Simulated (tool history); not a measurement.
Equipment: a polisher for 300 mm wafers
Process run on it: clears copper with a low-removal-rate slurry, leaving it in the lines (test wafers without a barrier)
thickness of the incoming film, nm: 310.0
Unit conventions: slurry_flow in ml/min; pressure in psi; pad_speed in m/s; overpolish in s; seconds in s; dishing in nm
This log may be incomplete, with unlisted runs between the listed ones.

| run | hour | slurry_flow | pressure | pad_speed | slurry_solids | overpolish | seconds | dishing |
|---|---|---|---|---|---|---|---|---|
| 1 | 0 | 255 | 2.1 | 0.88 | 1 | 12 | 217.65 | 14.52 |
| 2 | 7.3 | 255 | 2.2 | 0.88 | 1 | 11 | 202.11 | 14.276 |
| 3 | 10.8 | 255 | 2.4 | 0.88 | 1 | 11 | 192.46 | 15.327 |
| 4 | 13.4 | 255 | 2.4 | 0.72 | 1 | 11 | 216.62 | 13.53 |
| 5 | 15.4 | 255 | 2.5 | 0.72 | 1 | 10 | 208.33 | 13.385 |
| 6 | 16.8 | 205 | 2.5 | 0.72 | 1 | 10 | 215.02 | 12.3 |

Run 7 is up next; what results do you expect?
| 7 | 21.7 | 220 | 2.6 | 0.72 | 1 | 9 | ? | ? |

Run 7 yielded seconds 204.06 s, dishing 11.963 nm.
